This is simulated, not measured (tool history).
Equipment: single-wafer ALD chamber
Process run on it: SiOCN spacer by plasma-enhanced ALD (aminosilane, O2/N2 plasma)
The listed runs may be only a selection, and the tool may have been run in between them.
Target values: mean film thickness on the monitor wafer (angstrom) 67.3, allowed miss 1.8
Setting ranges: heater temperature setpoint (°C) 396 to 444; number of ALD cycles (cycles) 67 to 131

run  hour  heater temperature setpoint (°C)  number of ALD cycles (cycles)  mean film thickness on the monitor wafer (angstrom)
  1     0                               420                             99                                               55.949
  2   1.6                               420                             91                                               51.578
  3   7.7                               410                             91                                               53.144
  4   8.5                               418                             91                                               51.178
  5    11                               418                             84                                               47.373
  6  14.2                               418                             92                                               52.407
  7  20.7                               409                            108                                               63.189
  8    26                               408                            109                                               64.175
  9    27                               407                            110                                                64.56

Which single option among these 4 for the next run brings every result within its allowed miss of target? Just one does.
  A    28                               414                            117                                                    ?
  B    28                               405                            120                                                    ?
  C    28                               427                            115                                                    ?
  D    28                               411                            109                                                    ?

move  mean film thickness on the monitor wafer (angstrom)
   A                                               66.996
   B                                               70.916
   C                                               62.803
   D                                               63.082
A: each result inside its tolerance
B: carries the result that was furthest off beyond its target, to the other side
C: the biggest miss grows against the last run
D: the biggest miss grows against the last run
So the answer is move A, the one that meets all the targets.
